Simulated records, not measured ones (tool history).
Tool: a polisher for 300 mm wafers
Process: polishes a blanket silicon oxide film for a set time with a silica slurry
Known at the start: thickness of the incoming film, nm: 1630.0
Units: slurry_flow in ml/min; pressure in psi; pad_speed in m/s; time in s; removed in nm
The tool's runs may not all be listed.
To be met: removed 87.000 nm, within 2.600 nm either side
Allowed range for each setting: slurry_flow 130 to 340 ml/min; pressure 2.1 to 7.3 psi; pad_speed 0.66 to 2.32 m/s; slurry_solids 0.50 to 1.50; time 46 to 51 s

run,hour,slurry_flow,pressure,pad_speed,slurry_solids,time,removed
1,0.0,220,4.7,1.48,1.00,51,197.910
2,3.3,175,4.7,1.48,1.00,51,192.780
3,7.3,220,4.7,1.48,1.00,51,200.000
4,8.8,220,4.7,1.48,1.15,51,210.450
5,16.8,185,4.7,1.48,1.15,51,204.980
6,21.0,180,4.2,1.38,1.15,51,173.210
7,28.9,180,3.8,1.30,1.15,51,150.550
8,30.6,180,3.5,1.26,1.15,51,136.720
9,38.3,180,3.2,1.22,1.15,51,122.840
10,44.9,175,2.1,1.06,1.15,51,73.579
11,52.3,175,2.1,1.06,1.15,51,73.334
12,54.1,175,2.2,1.06,1.15,51,76.130
13,58.8,175,2.3,1.06,1.15,51,78.623
14,67.0,175,2.4,1.06,1.15,51,81.456

Of the 4 settings listed for the next run, only one would bring every result within its allowed miss of target. Which one?
A,75.2,130,3.2,0.88,1.10,51,?
B,75.2,160,2.4,1.38,1.15,48,?
C,75.2,195,3.0,0.86,1.00,51,?
D,75.2,130,2.8,1.14,1.15,51,?

move,removed
A,86.424
B,94.489
C,82.993
D,95.288
A: meets every target
B: moves the result that the last run missed by most past its target, out the other side
C: moves toward the targets from the last run without getting all of them in spec
D: moves the result that the last run missed by most past its target, out the other side
The move that meets every target is A.
